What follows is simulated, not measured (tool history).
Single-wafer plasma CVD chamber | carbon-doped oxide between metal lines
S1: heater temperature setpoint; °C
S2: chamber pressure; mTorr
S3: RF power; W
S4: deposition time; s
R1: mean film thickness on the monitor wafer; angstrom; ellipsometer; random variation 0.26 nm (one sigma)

| run | day | S1 | S2 | S3 | S4 | R1 |
|---|---|---|---|---|---|---|
| 1 | 0 | 350 | 3910 | 475 | 10.88 | 522.36 |
| 2 | 0.254 | 352 | 3800 | 470 | 10.88 | 512.95 |
| 3 | 0.408 | 352 | 3800 | 510 | 10.88 | 543.16 |
| 4 | 0.65 | 352 | 3340 | 510 | 10.88 | 534.81 |
| 5 | 0.904 | 352 | 3710 | 510 | 10.88 | 542.64 |
| 6 | 1.071 | 347 | 3710 | 510 | 10.88 | 550.88 |

Forecast run 7:
| 7 | 1.2 | 349 | 3560 | 505 | 10.88 | ? |

R1: 538.21 angstrom

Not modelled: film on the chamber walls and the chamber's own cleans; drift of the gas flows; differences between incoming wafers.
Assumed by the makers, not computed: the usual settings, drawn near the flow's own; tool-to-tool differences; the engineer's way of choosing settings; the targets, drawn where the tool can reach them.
